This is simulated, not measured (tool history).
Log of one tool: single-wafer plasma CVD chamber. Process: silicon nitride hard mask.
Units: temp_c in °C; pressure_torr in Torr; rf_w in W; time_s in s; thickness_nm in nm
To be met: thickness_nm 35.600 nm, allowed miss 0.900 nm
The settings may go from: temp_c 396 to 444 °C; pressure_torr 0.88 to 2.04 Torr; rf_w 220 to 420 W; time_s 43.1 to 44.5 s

run,hour,temp_c,pressure_torr,rf_w,time_s,thickness_nm
1,0.0,420,1.46,320,43.1,44.899
2,5.0,420,1.31,320,43.1,43.265
3,8.3,412,1.31,320,43.1,43.449
4,13.9,412,1.20,300,43.1,40.421
5,17.5,412,1.12,290,43.1,38.423
6,21.9,412,1.06,285,43.1,37.156
7,26.9,412,1.02,285,43.1,36.607
8,28.9,412,1.02,285,43.1,36.612

Which of these 4 next moves meets every target?
A,30.9,411,1.04,305,43.1,?
B,30.9,419,0.90,320,43.1,?
C,30.9,422,0.98,285,43.1,?
D,30.9,401,0.88,270,43.1,?

move,thickness_nm
A,38.897
B,37.912
C,36.060
D,33.396
A: further off than the last run
B: further off than the last run
C: meets every target
D: takes the result that was furthest off past its target
The right move is C.
